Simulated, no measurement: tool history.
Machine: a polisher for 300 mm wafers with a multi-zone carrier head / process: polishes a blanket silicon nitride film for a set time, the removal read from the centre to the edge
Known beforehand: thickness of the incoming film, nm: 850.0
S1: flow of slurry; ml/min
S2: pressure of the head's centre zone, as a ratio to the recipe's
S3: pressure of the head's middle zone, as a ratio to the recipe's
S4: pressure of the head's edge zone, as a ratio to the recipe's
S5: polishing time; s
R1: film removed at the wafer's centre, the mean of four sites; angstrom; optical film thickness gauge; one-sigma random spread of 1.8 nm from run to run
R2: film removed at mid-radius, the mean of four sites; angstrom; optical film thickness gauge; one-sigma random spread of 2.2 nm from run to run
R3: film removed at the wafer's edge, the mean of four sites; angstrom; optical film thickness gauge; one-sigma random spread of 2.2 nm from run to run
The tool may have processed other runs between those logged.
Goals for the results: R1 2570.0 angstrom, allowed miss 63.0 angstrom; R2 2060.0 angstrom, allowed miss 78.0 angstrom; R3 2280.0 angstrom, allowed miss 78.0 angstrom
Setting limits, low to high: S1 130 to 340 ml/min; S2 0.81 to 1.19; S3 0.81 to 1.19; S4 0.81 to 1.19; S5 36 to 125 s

Run 1, day 0.000: S1 220 ml/min, S2 1.00, S3 1.00, S4 1.00, S5 80 s. Result: R1 1935.6 angstrom, R2 1921.8 angstrom, R3 1916.0 angstrom.
Run 2, day 0.304: S1 220 ml/min, S2 0.96, S3 1.00, S4 1.00, S5 80 s. Result: R1 1827.1 angstrom, R2 1892.7 angstrom, R3 1932.9 angstrom.
Run 3, day 0.583: S1 230 ml/min, S2 1.00, S3 0.98, S4 1.03, S5 81 s. Result: R1 1980.4 angstrom, R2 1949.6 angstrom, R3 1997.2 angstrom.
Run 4, day 0.646: S1 240 ml/min, S2 1.03, S3 0.96, S4 1.06, S5 81 s. Result: R1 2010.7 angstrom, R2 1909.2 angstrom, R3 2041.2 angstrom.
Run 5, day 0.675: S1 250 ml/min, S2 1.06, S3 0.95, S4 1.07, S5 82 s. Result: R1 2105.2 angstrom, R2 1925.4 angstrom, R3 2044.4 angstrom.
Run 6, day 0.846: S1 250 ml/min, S2 1.06, S3 0.98, S4 1.07, S5 82 s. Result: R1 2126.9 angstrom, R2 1986.2 angstrom, R3 2073.7 angstrom.
Run 7, day 0.929: S1 255 ml/min, S2 1.09, S3 0.97, S4 1.09, S5 83 s. Result: R1 2205.3 angstrom, R2 1981.4 angstrom, R3 2117.8 angstrom.
Run 8, day 1.038: S1 260 ml/min, S2 1.11, S3 0.97, S4 1.10, S5 84 s. Result: R1 2315.4 angstrom, R2 2055.4 angstrom, R3 2160.0 angstrom.
Run 9, day 1.196: S1 315 ml/min, S2 1.17, S3 0.89, S4 1.16, S5 85 s. Result: R1 2486.3 angstrom, R2 1984.4 angstrom, R3 2280.4 angstrom.
Run 10, day 1.517: S1 315 ml/min, S2 1.17, S3 0.90, S4 1.16, S5 85 s. Result: R1 2497.8 angstrom, R2 1979.4 angstrom, R3 2238.6 angstrom.

Next run, 5 choices. One meets every target within its allowed miss, the rest don't. Which?
Run A, day 1.838: S1 340 ml/min, S2 1.18, S3 0.92, S4 1.13, S5 86 s. Result: R1 ?, R2 ?, R3 ?.
Run B, day 1.838: S1 315 ml/min, S2 1.12, S3 0.83, S4 1.17, S5 84 s. Result: R1 ?, R2 ?, R3 ?.
Run C, day 1.838: S1 255 ml/min, S2 1.10, S3 0.92, S4 1.12, S5 89 s. Result: R1 ?, R2 ?, R3 ?.
Run D, day 1.838: S1 305 ml/min, S2 1.12, S3 0.99, S4 1.14, S5 88 s. Result: R1 ?, R2 ?, R3 ?.
Run E, day 1.838: S1 335 ml/min, S2 1.18, S3 0.94, S4 1.16, S5 81 s. Result: R1 ?, R2 ?, R3 ?.

move      R1      R2      R3
   A  2591.9  2047.5  2286.1
   B  2383.9  1872.7  2263.8
   C  2426.8  2064.0  2307.8
   D  2491.5  2169.4  2331.4
   E  2438.2  1950.7  2179.8
A: every result lands within tolerance
B: moves away from the targets compared with the last run
C: moves away from the targets compared with the last run
D: moves away from the targets compared with the last run
E: moves away from the targets compared with the last run
The right move is A.

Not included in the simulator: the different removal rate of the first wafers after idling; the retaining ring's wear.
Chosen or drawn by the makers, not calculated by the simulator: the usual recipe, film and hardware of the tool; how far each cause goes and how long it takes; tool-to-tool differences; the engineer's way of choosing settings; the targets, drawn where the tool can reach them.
